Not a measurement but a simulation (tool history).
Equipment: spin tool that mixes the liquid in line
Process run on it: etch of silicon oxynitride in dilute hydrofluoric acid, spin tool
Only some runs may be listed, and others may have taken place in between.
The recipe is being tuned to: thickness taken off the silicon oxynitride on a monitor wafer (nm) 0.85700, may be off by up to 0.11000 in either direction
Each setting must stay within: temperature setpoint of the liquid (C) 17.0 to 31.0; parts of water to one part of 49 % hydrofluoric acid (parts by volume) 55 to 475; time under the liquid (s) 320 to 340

run,hour,temperature setpoint of the liquid (C),parts of water to one part of 49 % hydrofluoric acid (parts by volume),time under the liquid (s),thickness taken off the silicon oxynitride on a monitor wafer (nm)
1,0.0,23.0,265,320,1.53660
2,2.5,22.5,285,320,1.30210
3,6.9,22.0,295,320,1.27180
4,10.2,22.0,230,320,1.69860
5,18.3,21.5,255,320,1.51430
6,23.5,21.5,170,320,2.33400
7,31.8,21.0,205,320,1.74640
8,37.2,20.5,225,320,1.67250
9,39.7,20.0,250,320,1.45100
10,45.6,19.5,270,320,1.29640

Which one of the following 4 next-run settings gets every result inside its allowed miss? There is exactly one.
A,51.5,21.5,205,340,?
B,51.5,18.0,425,320,?
C,51.5,22.0,180,340,?
D,51.5,17.0,335,320,?

move,thickness taken off the silicon oxynitride on a monitor wafer (nm)
A,1.94860
B,0.66492
C,2.31070
D,0.84604
A: its largest miss is bigger than the last run's
B: takes the biggest miss from the last run beyond its target
C: its largest miss is bigger than the last run's
D: every result within its allowed miss
D is the move that brings every result within its allowed miss.
